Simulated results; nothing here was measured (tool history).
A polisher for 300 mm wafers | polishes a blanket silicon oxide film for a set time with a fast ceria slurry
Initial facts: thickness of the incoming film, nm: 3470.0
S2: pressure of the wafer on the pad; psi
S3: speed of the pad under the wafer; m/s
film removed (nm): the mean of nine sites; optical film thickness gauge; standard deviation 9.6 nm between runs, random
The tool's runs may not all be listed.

{"run": 1, "hour": 0.0, "flow of slurry (ml/min)": 310, "S2": 2.9, "S3": 1.26, "polishing time (s)": 46, "film removed (nm)": 1220.2}
{"run": 2, "hour": 2.6, "flow of slurry (ml/min)": 250, "S2": 2.9, "S3": 1.26, "polishing time (s)": 46, "film removed (nm)": 1196.8}
{"run": 3, "hour": 3.5, "flow of slurry (ml/min)": 250, "S2": 2.9, "S3": 1.26, "polishing time (s)": 46, "film removed (nm)": 1182}
{"run": 4, "hour": 6.0, "flow of slurry (ml/min)": 250, "S2": 2.7, "S3": 1.26, "polishing time (s)": 46, "film removed (nm)": 1137.7}
{"run": 5, "hour": 13.7, "flow of slurry (ml/min)": 250, "S2": 2.7, "S3": 1.26, "polishing time (s)": 49, "film removed (nm)": 1161.2}
{"run": 6, "hour": 18.7, "flow of slurry (ml/min)": 250, "S2": 2.7, "S3": 1.4, "polishing time (s)": 49, "film removed (nm)": 1272.9}

Run 7, settings as shown, results not yet in. Your forecast:
{"run": 7, "hour": 26.6, "flow of slurry (ml/min)": 250, "S2": 2.4, "S3": 1.38, "polishing time (s)": 49, "film removed (nm)": "?"}

Run 7 measured film removed (nm) 1136.8.

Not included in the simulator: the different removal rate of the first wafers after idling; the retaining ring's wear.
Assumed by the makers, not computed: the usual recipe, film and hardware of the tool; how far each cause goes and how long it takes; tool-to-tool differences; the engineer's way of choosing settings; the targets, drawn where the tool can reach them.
